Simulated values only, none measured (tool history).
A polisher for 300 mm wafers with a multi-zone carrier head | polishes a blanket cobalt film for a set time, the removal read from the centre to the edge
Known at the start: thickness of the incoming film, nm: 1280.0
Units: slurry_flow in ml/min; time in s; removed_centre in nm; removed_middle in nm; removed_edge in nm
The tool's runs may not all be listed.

run,hour,slurry_flow,centre_zone,middle_zone,edge_zone,time,removed_centre,removed_middle,removed_edge
1,0,315,1,1,1,84,376.18,386.26,373
2,3.8,315,1,1,0.95,84,379.41,384.36,371.16
3,9.1,315,1,0.96,0.95,84,380.99,373.81,368.12
4,16.1,315,1,0.91,0.95,84,377.21,356.88,366.22
5,17.1,315,0.98,0.93,0.93,82,362.6,350.16,354.83
6,19.6,315,0.97,0.95,0.92,81,354.31,358.42,345.05
7,23.8,310,0.95,0.95,0.91,81,345.22,356.74,340.67
8,25.3,305,0.94,0.95,0.9,81,342.21,353.46,346.18
9,32.5,305,0.94,0.95,0.9,81,341.85,352.83,340.95
10,39,300,0.93,0.96,0.89,81,338.74,357.61,341.36
11,39.7,305,0.92,0.96,0.88,80,330.41,354.74,336.85

The next listed run, before its measurement:
12,40.8,305,0.91,0.97,0.87,79,?,?,?

{"run 12": {"removed_centre": 323.65, "removed_middle": 355.07, "removed_edge": 329.42}}
